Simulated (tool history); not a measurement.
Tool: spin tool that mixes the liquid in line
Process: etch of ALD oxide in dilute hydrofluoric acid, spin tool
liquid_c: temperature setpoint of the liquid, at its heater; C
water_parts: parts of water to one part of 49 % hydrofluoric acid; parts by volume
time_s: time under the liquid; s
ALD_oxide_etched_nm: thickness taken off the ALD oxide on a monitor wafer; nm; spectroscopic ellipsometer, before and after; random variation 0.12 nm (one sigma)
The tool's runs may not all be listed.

run	hour	liquid_c	water_parts	time_s	ALD_oxide_etched_nm
1	0	25	130	75	18.155
2	4.9	27	130	75	19.588
3	10	27	130	75	19.757
4	16.8	27	100	75	26.607
5	25.7	27	75	75	36.753
6	27.4	28.5	75	75	39.134
7	31.9	26.5	85	75	31.514

The next listed run, before its measurement:
8	34.5	25	95	75	?

Run 8 gave ALD_oxide_etched_nm 26.362 nm.
